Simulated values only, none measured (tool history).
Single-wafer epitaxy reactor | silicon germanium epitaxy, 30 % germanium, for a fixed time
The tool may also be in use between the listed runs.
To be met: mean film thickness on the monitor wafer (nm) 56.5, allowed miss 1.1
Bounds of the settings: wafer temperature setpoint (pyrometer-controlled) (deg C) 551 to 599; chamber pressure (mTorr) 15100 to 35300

run	day	wafer temperature setpoint (pyrometer-controlled) (deg C)	chamber pressure (mTorr)	mean film thickness on the monitor wafer (nm)
1	0	575	25200	38.999
2	0.138	579	25200	41.516
3	0.3	579	21600	39.019
4	0.354	579	17900	35.681
5	0.621	579	15500	33.293
6	0.808	579	15100	32.583
7	0.925	582	16100	35.616
8	1.138	585	17100	38.995

4 next moves are on the table. One of them brings every result within its allowed miss. Which?
A	1.35	598	19900	?
B	1.35	599	21700	?
C	1.35	594	28700	?
D	1.35	599	20600	?

move	mean film thickness on the monitor wafer (nm)
A	51.32
B	54.277
C	56.712
D	52.998
A: nearer than the last run, and not there yet
B: nearer than the last run, and not there yet
C: meets every target
D: nearer than the last run, and not there yet
Answer: C
